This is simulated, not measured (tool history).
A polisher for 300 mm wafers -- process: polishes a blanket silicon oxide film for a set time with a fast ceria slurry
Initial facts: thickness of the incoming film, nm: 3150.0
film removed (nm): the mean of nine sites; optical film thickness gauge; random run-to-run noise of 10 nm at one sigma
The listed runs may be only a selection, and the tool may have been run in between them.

| run | hour | flow of slurry (ml/min) | pressure of the wafer on the pad (psi) | speed of the pad under the wafer (m/s) | polishing time (s) | film removed (nm) |
|---|---|---|---|---|---|---|
| 1 | 0.0 | 150 | 3.4 | 0.92 | 36 | 522.19 |
| 2 | 3.4 | 150 | 3.4 | 1.00 | 36 | 579.48 |
| 3 | 5.5 | 150 | 3.4 | 0.88 | 36 | 506.18 |
| 4 | 12.5 | 150 | 3.4 | 0.74 | 36 | 425.80 |
| 5 | 13.2 | 120 | 3.4 | 0.74 | 36 | 409.12 |
| 6 | 16.5 | 125 | 3.8 | 0.76 | 36 | 474.47 |
| 7 | 23.0 | 140 | 4.8 | 0.86 | 36 | 670.93 |

Run 8 comes next. What will it give?
| 8 | 27.0 | 140 | 4.9 | 0.88 | 36 | ? |

{"run 8": {"film removed (nm)": 690.14}}
